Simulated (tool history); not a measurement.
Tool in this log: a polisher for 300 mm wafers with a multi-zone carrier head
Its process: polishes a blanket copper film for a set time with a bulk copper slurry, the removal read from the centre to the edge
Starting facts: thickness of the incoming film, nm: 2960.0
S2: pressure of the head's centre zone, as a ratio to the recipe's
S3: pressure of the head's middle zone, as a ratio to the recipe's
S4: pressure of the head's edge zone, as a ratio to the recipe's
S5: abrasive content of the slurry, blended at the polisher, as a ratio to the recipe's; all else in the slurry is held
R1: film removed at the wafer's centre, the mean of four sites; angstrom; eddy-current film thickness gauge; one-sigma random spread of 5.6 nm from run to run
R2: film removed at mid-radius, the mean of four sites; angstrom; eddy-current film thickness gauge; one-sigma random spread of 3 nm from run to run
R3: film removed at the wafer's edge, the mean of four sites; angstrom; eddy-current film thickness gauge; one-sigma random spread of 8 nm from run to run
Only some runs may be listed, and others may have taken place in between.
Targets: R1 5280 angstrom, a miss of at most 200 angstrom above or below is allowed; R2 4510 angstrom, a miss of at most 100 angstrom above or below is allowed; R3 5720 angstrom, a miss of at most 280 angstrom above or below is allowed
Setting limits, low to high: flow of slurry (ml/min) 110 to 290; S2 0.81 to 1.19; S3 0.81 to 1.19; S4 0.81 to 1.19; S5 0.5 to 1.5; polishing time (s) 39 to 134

run 1 day=0 | flow_of_slurry_(ml/min)=185 S2=1 S3=1 S4=1 S5=1 polishing_time_(s)=86 | R1=9110.9 R2=8866.1 R3=8942.9
run 2 day=0.267 | flow_of_slurry_(ml/min)=180 S2=1 S3=0.98 S4=1.01 S5=0.95 polishing_time_(s)=83 | R1=8657.3 R2=8236.1 R3=8776.1
run 3 day=0.35 | flow_of_slurry_(ml/min)=145 S2=1 S3=0.98 S4=1.01 S5=0.95 polishing_time_(s)=83 | R1=8535.6 R2=7966.6 R3=8570.8
run 4 day=0.717 | flow_of_slurry_(ml/min)=145 S2=1.07 S3=0.98 S4=1.01 S5=0.95 polishing_time_(s)=83 | R1=9135.5 R2=7915.2 R3=8476.5
run 5 day=0.788 | flow_of_slurry_(ml/min)=145 S2=1.07 S3=0.98 S4=1.01 S5=0.95 polishing_time_(s)=91 | R1=9796.2 R2=8702.6 R3=9476.3
run 6 day=0.988 | flow_of_slurry_(ml/min)=140 S2=1.05 S3=0.96 S4=1.01 S5=0.9 polishing_time_(s)=87 | R1=9187 R2=8047.1 R3=8784.2
run 7 day=1.25 | flow_of_slurry_(ml/min)=135 S2=1.03 S3=0.95 S4=1.02 S5=0.85 polishing_time_(s)=84 | R1=8531.8 R2=7601.4 R3=8239.9
run 8 day=1.512 | flow_of_slurry_(ml/min)=130 S2=1.02 S3=0.94 S4=1.04 S5=0.85 polishing_time_(s)=81 | R1=8061.1 R2=7249.5 R3=8187.7
run 9 day=1.604 | flow_of_slurry_(ml/min)=130 S2=1.02 S3=0.93 S4=1.05 S5=0.8 polishing_time_(s)=78 | R1=7652.9 R2=6817.6 R3=7771.1
-- day=1.929 edge zone pressure recalibrated
run 10 day=1.929 | flow_of_slurry_(ml/min)=130 S2=1.02 S3=0.92 S4=1.05 S5=0.75 polishing_time_(s)=76 | R1=7418.6 R2=6498.3 R3=7898.4
run 11 day=2.121 | flow_of_slurry_(ml/min)=130 S2=1.01 S3=0.9 S4=0.95 S5=0.5 polishing_time_(s)=52 | R1=4570.3 R2=4023.5 R3=4595.8
run 12 day=2.279 | flow_of_slurry_(ml/min)=140 S2=1.01 S3=0.9 S4=0.97 S5=0.5 polishing_time_(s)=52 | R1=4618.6 R2=4051.4 R3=4756
run 13 day=2.346 | flow_of_slurry_(ml/min)=190 S2=1.04 S3=0.93 S4=1.07 S5=0.55 polishing_time_(s)=52 | R1=5119.3 R2=4477.2 R3=5270.1
run 14 day=2.388 | flow_of_slurry_(ml/min)=190 S2=1.04 S3=0.93 S4=1.08 S5=0.55 polishing_time_(s)=52 | R1=5098.1 R2=4434.6 R3=5252.1
run 15 day=2.425 | flow_of_slurry_(ml/min)=190 S2=1.04 S3=0.93 S4=1.09 S5=0.55 polishing_time_(s)=52 | R1=5045 R2=4419.2 R3=5253.3
run 16 day=2.667 | flow_of_slurry_(ml/min)=190 S2=1.04 S3=0.93 S4=1.1 S5=0.55 polishing_time_(s)=52 | R1=5226.9 R2=4439.7 R3=5383.7
run 17 day=2.796 | flow_of_slurry_(ml/min)=190 S2=1.04 S3=0.93 S4=1.11 S5=0.55 polishing_time_(s)=52 | R1=5065.5 R2=4426 R3=5351
run 18 day=2.854 | flow_of_slurry_(ml/min)=190 S2=1.04 S3=0.93 S4=1.11 S5=0.55 polishing_time_(s)=52 | R1=5113.8 R2=4420.3 R3=5399.9

Of the 4 settings listed for the next run, only one would bring every result within its allowed miss of target. Which one?
run A day=2.912 | flow_of_slurry_(ml/min)=150 S2=1.05 S3=0.92 S4=1.17 S5=0.5 polishing_time_(s)=56 | R1=? R2=? R3=?
run B day=2.912 | flow_of_slurry_(ml/min)=180 S2=1.16 S3=0.91 S4=1.16 S5=0.55 polishing_time_(s)=54 | R1=? R2=? R3=?
run C day=2.912 | flow_of_slurry_(ml/min)=190 S2=0.94 S3=0.91 S4=1.17 S5=0.55 polishing_time_(s)=53 | R1=? R2=? R3=?
run D day=2.912 | flow_of_slurry_(ml/min)=205 S2=1.03 S3=0.81 S4=1.19 S5=0.75 polishing_time_(s)=55 | R1=? R2=? R3=?

move=A R1=5260.7 R2=4523.4 R3=5652.2
move=B R1=5880.9 R2=4516.4 R3=5635.9
move=C R1=4705.8 R2=4468 R3=5584.1
move=D R1=5776.8 R2=4541 R3=6298.1
A: meets every target
B: meets the target for the result that was furthest off, but another lies outside its allowed miss
C: meets the target for the result that was furthest off, but another lies outside its allowed miss
D: moves the result that the last run missed by most past its target, out the other side
The right move is A.
